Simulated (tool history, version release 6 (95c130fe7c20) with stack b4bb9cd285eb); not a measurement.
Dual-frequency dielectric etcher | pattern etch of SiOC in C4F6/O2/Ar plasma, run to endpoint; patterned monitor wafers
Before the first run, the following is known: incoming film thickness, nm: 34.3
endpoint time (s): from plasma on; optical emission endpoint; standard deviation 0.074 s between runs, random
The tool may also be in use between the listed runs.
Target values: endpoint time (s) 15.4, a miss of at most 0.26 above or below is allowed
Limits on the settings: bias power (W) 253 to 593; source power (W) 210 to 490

run 1 hour=0 | bias_power_(W)=423 source_power_(W)=350 | endpoint_time_(s)=12.892
run 2 hour=6.3 | bias_power_(W)=458 source_power_(W)=350 | endpoint_time_(s)=12.406
run 3 hour=6.9 | bias_power_(W)=527 source_power_(W)=350 | endpoint_time_(s)=11.637
run 4 hour=13.4 | bias_power_(W)=527 source_power_(W)=290 | endpoint_time_(s)=12.822
run 5 hour=14.2 | bias_power_(W)=527 source_power_(W)=330 | endpoint_time_(s)=12.014
run 6 hour=21.5 | bias_power_(W)=572 source_power_(W)=330 | endpoint_time_(s)=11.62
run 7 hour=30 | bias_power_(W)=533 source_power_(W)=320 | endpoint_time_(s)=11.995
run 8 hour=38.1 | bias_power_(W)=448 source_power_(W)=250 | endpoint_time_(s)=14.829

Exercise: of the 4 proposed moves below, exactly one satisfies all targets within the stated allowed misses. Which move is it?
run A hour=46.2 | bias_power_(W)=492 source_power_(W)=260 | endpoint_time_(s)=?
run B hour=46.2 | bias_power_(W)=421 source_power_(W)=250 | endpoint_time_(s)=?
run C hour=46.2 | bias_power_(W)=443 source_power_(W)=280 | endpoint_time_(s)=?
run D hour=46.2 | bias_power_(W)=446 source_power_(W)=260 | endpoint_time_(s)=?

move=A endpoint_time_(s)=13.834
move=B endpoint_time_(s)=15.206
move=C endpoint_time_(s)=13.98
move=D endpoint_time_(s)=14.487
A: lands further from the targets than the last run did
B: in spec on every target
C: lands further from the targets than the last run did
D: lands further from the targets than the last run did
Move B is the one to make.
